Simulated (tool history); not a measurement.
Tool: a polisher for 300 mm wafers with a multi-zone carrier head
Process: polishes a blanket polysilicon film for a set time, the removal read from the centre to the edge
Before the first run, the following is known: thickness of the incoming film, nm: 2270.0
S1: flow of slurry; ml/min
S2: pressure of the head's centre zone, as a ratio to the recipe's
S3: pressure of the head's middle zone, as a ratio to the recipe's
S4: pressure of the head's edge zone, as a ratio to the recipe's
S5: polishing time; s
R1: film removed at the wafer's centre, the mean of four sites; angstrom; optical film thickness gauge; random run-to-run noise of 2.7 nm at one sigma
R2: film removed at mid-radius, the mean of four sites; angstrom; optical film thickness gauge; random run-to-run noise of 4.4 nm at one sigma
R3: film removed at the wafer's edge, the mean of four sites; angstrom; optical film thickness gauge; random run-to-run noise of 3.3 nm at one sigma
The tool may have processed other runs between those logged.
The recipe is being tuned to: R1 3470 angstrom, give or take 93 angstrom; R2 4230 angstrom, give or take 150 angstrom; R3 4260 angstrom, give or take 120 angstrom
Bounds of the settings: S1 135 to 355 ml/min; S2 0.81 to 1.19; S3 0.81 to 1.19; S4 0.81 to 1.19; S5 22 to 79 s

Run 1, hour 0: S1 225 ml/min, S2 1, S3 1, S4 1, S5 50 s. Result: R1 3207.5 angstrom, R2 3148.4 angstrom, R3 3284.9 angstrom.
Run 2, hour 7.9: S1 235 ml/min, S2 0.98, S3 1.03, S4 1.04, S5 52 s. Result: R1 3251.2 angstrom, R2 3338.4 angstrom, R3 3438.8 angstrom.
Run 3, hour 10.9: S1 235 ml/min, S2 0.95, S3 1.05, S4 1.07, S5 55 s. Result: R1 3365.5 angstrom, R2 3621.2 angstrom, R3 3727.3 angstrom.
Run 4, hour 14.1: S1 265 ml/min, S2 0.95, S3 1.05, S4 1.07, S5 55 s. Result: R1 3361.4 angstrom, R2 3674.3 angstrom, R3 3772.7 angstrom.
Run 5, hour 16: S1 265 ml/min, S2 0.95, S3 1.05, S4 1.07, S5 44 s. Result: R1 2714.1 angstrom, R2 2988.8 angstrom, R3 3028.2 angstrom.
Run 6, hour 16.7: S1 275 ml/min, S2 0.94, S3 1.07, S4 1.1, S5 48 s. Result: R1 2972.1 angstrom, R2 3303.2 angstrom, R3 3344.9 angstrom.
Run 7, hour 24.5: S1 285 ml/min, S2 0.93, S3 1.08, S4 1.12, S5 50 s. Result: R1 3079.8 angstrom, R2 3429.2 angstrom, R3 3565.4 angstrom.
Run 8, hour 33.5: S1 285 ml/min, S2 0.93, S3 1.08, S4 1.12, S5 50 s. Result: R1 3035 angstrom, R2 3452.4 angstrom, R3 3474.4 angstrom.
Run 9, hour 37.2: S1 285 ml/min, S2 0.92, S3 1.09, S4 1.13, S5 52 s. Result: R1 3138.9 angstrom, R2 3597.1 angstrom, R3 3682.1 angstrom.
Run 10, hour 42.2: S1 290 ml/min, S2 0.91, S3 1.11, S4 1.14, S5 53 s. Result: R1 3222 angstrom, R2 3864.6 angstrom, R3 3802.8 angstrom.
Run 11, hour 46: S1 295 ml/min, S2 0.91, S3 1.11, S4 1.15, S5 54 s. Result: R1 3249.4 angstrom, R2 3857.8 angstrom, R3 3842.9 angstrom.
Run 12, hour 49.4: S1 300 ml/min, S2 0.9, S3 1.11, S4 1.16, S5 55 s. Result: R1 3283.1 angstrom, R2 3900 angstrom, R3 3965 angstrom.

Which of these 5 next moves meets every target?
Run A, hour 52.8: S1 250 ml/min, S2 0.84, S3 1.05, S4 1.04, S5 64 s. Result: R1 ?, R2 ?, R3 ?.
Run B, hour 52.8: S1 295 ml/min, S2 0.87, S3 0.96, S4 1.19, S5 64 s. Result: R1 ?, R2 ?, R3 ?.
Run C, hour 52.8: S1 330 ml/min, S2 0.81, S3 1.09, S4 0.97, S5 64 s. Result: R1 ?, R2 ?, R3 ?.
Run D, hour 52.8: S1 250 ml/min, S2 0.81, S3 1.08, S4 1.19, S5 62 s. Result: R1 ?, R2 ?, R3 ?.
Run E, hour 52.8: S1 295 ml/min, S2 0.91, S3 1.07, S4 1.19, S5 58 s. Result: R1 ?, R2 ?, R3 ?.

move      R1      R2      R3
   A    3501  4293.9  4345.5
   B  3701.3  4054.7  4726.1
   C  3488.6  4567.5  4294.7
   D    3270  4260.5  4506.6
   E  3512.6  4026.9  4276.7
A: each result inside its tolerance
B: takes the biggest miss from the last run beyond its target
C: the worst result of the last run now meets its target, but another is out of spec
D: takes the biggest miss from the last run beyond its target
E: the worst result of the last run now meets its target, but another is out of spec
Correct choice: A, which meets every target
